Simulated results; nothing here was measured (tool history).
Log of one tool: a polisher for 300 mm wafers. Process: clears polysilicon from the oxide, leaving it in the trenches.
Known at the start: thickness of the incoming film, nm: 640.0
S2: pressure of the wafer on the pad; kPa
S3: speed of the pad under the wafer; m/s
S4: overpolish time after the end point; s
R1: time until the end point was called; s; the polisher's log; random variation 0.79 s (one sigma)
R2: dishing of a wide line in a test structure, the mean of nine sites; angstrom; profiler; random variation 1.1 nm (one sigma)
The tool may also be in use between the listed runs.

{"run": 1, "day": 0.0, "flow of slurry (ml/min)": 220, "S2": 15.2, "S3": 0.92, "S4": 18, "R1": 70.656, "R2": 648.47}
{"run": 2, "day": 0.367, "flow of slurry (ml/min)": 220, "S2": 16.5, "S3": 0.94, "S4": 17, "R1": 62.719, "R2": 620.77}
{"run": 3, "day": 0.512, "flow of slurry (ml/min)": 250, "S2": 16.5, "S3": 0.94, "S4": 17, "R1": 61.778, "R2": 641.6}
{"run": 4, "day": 0.792, "flow of slurry (ml/min)": 250, "S2": 16.5, "S3": 0.94, "S4": 10, "R1": 60.19, "R2": 530.05}
{"run": 5, "day": 0.879, "flow of slurry (ml/min)": 250, "S2": 16.5, "S3": 0.94, "S4": 13, "R1": 60.983, "R2": 598.96}
{"run": 6, "day": 1.088, "flow of slurry (ml/min)": 255, "S2": 17.9, "S3": 0.96, "S4": 14, "R1": 56.104, "R2": 623.54}

Forecast run 7:
{"run": 7, "day": 1.275, "flow of slurry (ml/min)": 255, "S2": 19.3, "S3": 0.98, "S4": 14, "R1": "?", "R2": "?"}

R1: 51.985 s
R2: 640.94 angstrom

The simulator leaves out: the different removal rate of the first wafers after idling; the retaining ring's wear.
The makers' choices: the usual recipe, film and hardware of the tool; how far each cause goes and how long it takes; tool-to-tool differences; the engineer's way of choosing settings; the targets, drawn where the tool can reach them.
